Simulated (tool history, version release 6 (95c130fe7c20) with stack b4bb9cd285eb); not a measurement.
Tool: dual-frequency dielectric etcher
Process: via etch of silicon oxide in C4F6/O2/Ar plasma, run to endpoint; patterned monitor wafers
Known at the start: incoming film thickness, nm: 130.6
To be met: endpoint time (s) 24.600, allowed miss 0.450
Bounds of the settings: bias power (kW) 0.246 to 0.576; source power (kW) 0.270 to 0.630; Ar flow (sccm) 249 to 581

run 1 day=0.000 | bias_power_(kW)=0.411 source_power_(kW)=0.450 Ar_flow_(sccm)=415 | endpoint_time_(s)=29.344
run 2 day=0.275 | bias_power_(kW)=0.437 source_power_(kW)=0.460 Ar_flow_(sccm)=413 | endpoint_time_(s)=28.186
run 3 day=0.579 | bias_power_(kW)=0.458 source_power_(kW)=0.460 Ar_flow_(sccm)=412 | endpoint_time_(s)=27.727
run 4 day=0.700 | bias_power_(kW)=0.477 source_power_(kW)=0.460 Ar_flow_(sccm)=411 | endpoint_time_(s)=27.507
run 5 day=0.829 | bias_power_(kW)=0.492 source_power_(kW)=0.470 Ar_flow_(sccm)=409 | endpoint_time_(s)=26.933
run 6 day=0.983 | bias_power_(kW)=0.505 source_power_(kW)=0.480 Ar_flow_(sccm)=407 | endpoint_time_(s)=26.222
run 7 day=1.350 | bias_power_(kW)=0.516 source_power_(kW)=0.480 Ar_flow_(sccm)=407 | endpoint_time_(s)=25.842
run 8 day=1.496 | bias_power_(kW)=0.524 source_power_(kW)=0.480 Ar_flow_(sccm)=407 | endpoint_time_(s)=25.922
run 9 day=1.746 | bias_power_(kW)=0.532 source_power_(kW)=0.480 Ar_flow_(sccm)=406 | endpoint_time_(s)=25.624

5 next moves are on the table. One of them brings every result within its allowed miss. Which?
run A day=1.996 | bias_power_(kW)=0.502 source_power_(kW)=0.450 Ar_flow_(sccm)=410 | endpoint_time_(s)=?
run B day=1.996 | bias_power_(kW)=0.576 source_power_(kW)=0.550 Ar_flow_(sccm)=410 | endpoint_time_(s)=?
run C day=1.996 | bias_power_(kW)=0.576 source_power_(kW)=0.500 Ar_flow_(sccm)=431 | endpoint_time_(s)=?
run D day=1.996 | bias_power_(kW)=0.559 source_power_(kW)=0.460 Ar_flow_(sccm)=382 | endpoint_time_(s)=?
run E day=1.996 | bias_power_(kW)=0.562 source_power_(kW)=0.560 Ar_flow_(sccm)=405 | endpoint_time_(s)=?

move=A endpoint_time_(s)=27.062
move=B endpoint_time_(s)=23.491
move=C endpoint_time_(s)=24.627
move=D endpoint_time_(s)=25.439
move=E endpoint_time_(s)=23.503
A: further off than the last run
B: takes the result that was furthest off past its target
C: meets every target
D: nearer than the last run, and not there yet
E: takes the result that was furthest off past its target
The right move is C.

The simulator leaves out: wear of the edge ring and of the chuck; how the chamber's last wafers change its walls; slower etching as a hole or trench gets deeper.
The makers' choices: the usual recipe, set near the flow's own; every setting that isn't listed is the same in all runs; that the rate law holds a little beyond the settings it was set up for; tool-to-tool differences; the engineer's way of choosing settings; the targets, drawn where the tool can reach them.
